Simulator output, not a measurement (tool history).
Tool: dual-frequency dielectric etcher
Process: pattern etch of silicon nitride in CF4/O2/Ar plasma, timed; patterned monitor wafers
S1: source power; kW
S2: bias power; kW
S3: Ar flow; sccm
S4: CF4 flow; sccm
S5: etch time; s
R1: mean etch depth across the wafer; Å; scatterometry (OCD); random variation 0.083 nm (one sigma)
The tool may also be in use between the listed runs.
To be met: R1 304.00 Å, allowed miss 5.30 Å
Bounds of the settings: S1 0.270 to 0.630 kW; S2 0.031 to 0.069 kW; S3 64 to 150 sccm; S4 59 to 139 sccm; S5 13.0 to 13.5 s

{"run": 1, "hour": 0.0, "S1": 0.45, "S2": 0.05, "S3": 107, "S4": 99, "S5": 13.0, "R1": 218.83}
{"run": 2, "hour": 3.7, "S1": 0.49, "S2": 0.05, "S3": 107, "S4": 99, "S5": 13.0, "R1": 233.24}
{"run": 3, "hour": 7.2, "S1": 0.52, "S2": 0.051, "S3": 106, "S4": 99, "S5": 13.0, "R1": 248.21}
{"run": 4, "hour": 11.5, "S1": 0.52, "S2": 0.051, "S3": 106, "S4": 99, "S5": 13.5, "R1": 257.73}
{"run": 5, "hour": 12.1, "S1": 0.52, "S2": 0.042, "S3": 106, "S4": 99, "S5": 13.5, "R1": 233.48}
{"run": 6, "hour": 18.8, "S1": 0.55, "S2": 0.044, "S3": 105, "S4": 99, "S5": 13.5, "R1": 249.81}
{"run": 7, "hour": 26.1, "S1": 0.57, "S2": 0.046, "S3": 104, "S4": 99, "S5": 13.5, "R1": 264.2}
{"run": 8, "hour": 33.9, "S1": 0.58, "S2": 0.047, "S3": 104, "S4": 99, "S5": 13.5, "R1": 269.52}
{"run": 9, "hour": 39.9, "S1": 0.59, "S2": 0.048, "S3": 104, "S4": 99, "S5": 13.5, "R1": 277.83}
{"run": 10, "hour": 43.9, "S1": 0.6, "S2": 0.049, "S3": 104, "S4": 99, "S5": 13.5, "R1": 284.11}
{"run": 11, "hour": 51.0, "S1": 0.61, "S2": 0.05, "S3": 104, "S4": 99, "S5": 13.5, "R1": 291.83}
{"run": 12, "hour": 54.1, "S1": 0.62, "S2": 0.051, "S3": 104, "S4": 99, "S5": 13.5, "R1": 297.36}

Which of these 4 next moves meets every target?
{"run": "A", "hour": 57.2, "S1": 0.62, "S2": 0.06, "S3": 122, "S4": 103, "S5": 13.0, "R1": "?"}
{"run": "B", "hour": 57.2, "S1": 0.6, "S2": 0.061, "S3": 94, "S4": 93, "S5": 13.5, "R1": "?"}
{"run": "C", "hour": 57.2, "S1": 0.62, "S2": 0.06, "S3": 73, "S4": 73, "S5": 13.0, "R1": "?"}
{"run": "D", "hour": 57.2, "S1": 0.63, "S2": 0.056, "S3": 102, "S4": 98, "S5": 13.5, "R1": "?"}

move=A R1=306.65
move=B R1=319.57
move=C R1=314.51
move=D R1=317.38
A: meets every target
B: takes the result that was furthest off past its target
C: takes the result that was furthest off past its target
D: takes the result that was furthest off past its target
Move A is the one to make.
